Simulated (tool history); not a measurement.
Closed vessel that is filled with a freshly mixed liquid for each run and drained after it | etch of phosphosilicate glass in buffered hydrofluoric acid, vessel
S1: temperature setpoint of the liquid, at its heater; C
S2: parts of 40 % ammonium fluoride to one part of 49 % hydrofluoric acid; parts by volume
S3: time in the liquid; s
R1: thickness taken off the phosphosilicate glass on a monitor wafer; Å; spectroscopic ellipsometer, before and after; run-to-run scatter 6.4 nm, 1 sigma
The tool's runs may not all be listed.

Run 1, hour 0: S1 24 C, S2 11.5 parts by volume, S3 105 s. Result: R1 5046.5 Å.
Run 2, hour 8.7: S1 24 C, S2 14 parts by volume, S3 105 s. Result: R1 4240.2 Å.
Run 3, hour 12.2: S1 26.5 C, S2 13.5 parts by volume, S3 105 s. Result: R1 5033.4 Å.
Run 4, hour 19.8: S1 23 C, S2 13.5 parts by volume, S3 105 s. Result: R1 4195.8 Å.
Run 5, hour 22.5: S1 26 C, S2 13 parts by volume, S3 105 s. Result: R1 5106.7 Å.
Run 6, hour 31.7: S1 26 C, S2 10.5 parts by volume, S3 105 s. Result: R1 6246.5 Å.

Run 7 is up next; what results do you expect?
Run 7, hour 40: S1 26.5 C, S2 10.5 parts by volume, S3 105 s. Result: R1 ?.

Run 7 produced R1 6417.9 Å.
